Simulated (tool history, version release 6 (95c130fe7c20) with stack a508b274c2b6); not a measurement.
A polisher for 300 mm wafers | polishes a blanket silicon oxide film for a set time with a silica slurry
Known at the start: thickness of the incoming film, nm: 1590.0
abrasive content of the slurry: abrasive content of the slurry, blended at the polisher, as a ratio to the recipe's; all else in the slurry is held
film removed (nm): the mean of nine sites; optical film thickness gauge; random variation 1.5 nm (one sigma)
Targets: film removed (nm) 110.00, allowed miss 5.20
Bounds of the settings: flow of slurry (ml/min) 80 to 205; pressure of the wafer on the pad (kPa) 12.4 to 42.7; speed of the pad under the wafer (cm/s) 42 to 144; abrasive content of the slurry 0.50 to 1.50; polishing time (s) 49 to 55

run	hour	flow of slurry (ml/min)	pressure of the wafer on the pad (kPa)	speed of the pad under the wafer (cm/s)	abrasive content of the slurry	polishing time (s)	film removed (nm)
1	0.0	135	27.6	92	1.00	55	147.40
2	5.8	135	22.1	92	1.00	55	118.98
3	9.5	135	22.1	114	1.00	55	141.00
4	16.9	135	21.4	114	1.00	55	136.17
5	23.8	135	20.7	114	1.00	55	133.00
6	28.2	135	20.0	114	1.00	55	129.96
7	29.3	135	19.3	114	1.00	55	123.97
8	31.4	130	17.9	114	1.00	55	116.33

Which of these 5 next moves meets every target?
A	33.5	135	18.6	120	1.05	55	?
B	33.5	160	16.5	120	1.20	54	?
C	33.5	110	24.1	88	1.10	55	?
D	33.5	125	19.3	118	1.00	49	?
E	33.5	120	18.6	116	1.20	52	?

move	film removed (nm)
A	128.98
B	124.53
C	126.10
D	112.62
E	123.15
A: further off than the last run
B: further off than the last run
C: further off than the last run
D: meets every target
E: further off than the last run
Answer: D

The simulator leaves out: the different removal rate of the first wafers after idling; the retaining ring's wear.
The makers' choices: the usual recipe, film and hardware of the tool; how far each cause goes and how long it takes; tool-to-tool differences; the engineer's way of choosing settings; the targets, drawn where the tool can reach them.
